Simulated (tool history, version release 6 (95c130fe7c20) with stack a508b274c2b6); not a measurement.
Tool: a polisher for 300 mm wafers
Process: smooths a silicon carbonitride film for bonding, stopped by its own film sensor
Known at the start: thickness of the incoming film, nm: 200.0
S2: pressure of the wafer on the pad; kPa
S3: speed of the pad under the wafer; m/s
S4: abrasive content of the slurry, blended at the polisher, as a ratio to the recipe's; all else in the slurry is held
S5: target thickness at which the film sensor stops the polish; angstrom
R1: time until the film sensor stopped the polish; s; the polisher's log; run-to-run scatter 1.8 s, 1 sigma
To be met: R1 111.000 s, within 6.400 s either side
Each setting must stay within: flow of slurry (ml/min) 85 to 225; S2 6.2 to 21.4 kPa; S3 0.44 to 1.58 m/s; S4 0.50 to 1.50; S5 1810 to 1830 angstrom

run 1 day=0.000 | flow_of_slurry_(ml/min)=145 S2=13.8 S3=1.00 S4=1.00 S5=1810 | R1=66.402
run 2 day=0.125 | flow_of_slurry_(ml/min)=110 S2=13.8 S3=1.00 S4=1.00 S5=1810 | R1=68.427
run 3 day=0.262 | flow_of_slurry_(ml/min)=110 S2=12.4 S3=0.98 S4=1.00 S5=1810 | R1=78.892
run 4 day=0.342 | flow_of_slurry_(ml/min)=110 S2=12.4 S3=0.98 S4=1.10 S5=1810 | R1=73.949
run 5 day=0.400 | flow_of_slurry_(ml/min)=110 S2=11.7 S3=0.98 S4=1.10 S5=1810 | R1=76.595
run 6 day=0.446 | flow_of_slurry_(ml/min)=110 S2=11.0 S3=0.98 S4=1.10 S5=1810 | R1=82.935
run 7 day=0.767 | flow_of_slurry_(ml/min)=110 S2=10.3 S3=0.98 S4=1.10 S5=1810 | R1=89.704
run 8 day=1.083 | flow_of_slurry_(ml/min)=110 S2=9.7 S3=0.98 S4=1.10 S5=1810 | R1=93.204
run 9 day=1.304 | flow_of_slurry_(ml/min)=110 S2=9.0 S3=0.98 S4=1.10 S5=1810 | R1=101.750
run 10 day=1.592 | flow_of_slurry_(ml/min)=110 S2=9.0 S3=0.98 S4=1.10 S5=1810 | R1=101.760

Exercise: of the 5 proposed moves below, exactly one satisfies all targets within the stated allowed misses. Which move is it?
run A day=1.879 | flow_of_slurry_(ml/min)=110 S2=9.0 S3=1.02 S4=1.20 S5=1810 | R1=?
run B day=1.879 | flow_of_slurry_(ml/min)=120 S2=7.6 S3=1.32 S4=1.00 S5=1830 | R1=?
run C day=1.879 | flow_of_slurry_(ml/min)=155 S2=8.3 S3=1.06 S4=1.05 S5=1810 | R1=?
run D day=1.879 | flow_of_slurry_(ml/min)=115 S2=6.9 S3=1.16 S4=1.00 S5=1820 | R1=?
run E day=1.879 | flow_of_slurry_(ml/min)=110 S2=9.7 S3=0.98 S4=1.05 S5=1810 | R1=?

move=A R1=93.564
move=B R1=84.325
move=C R1=97.019
move=D R1=108.800
move=E R1=95.522
A: moves away from the targets compared with the last run
B: moves away from the targets compared with the last run
C: moves away from the targets compared with the last run
D: each result inside its tolerance
E: moves away from the targets compared with the last run
Correct choice: D, which meets every target
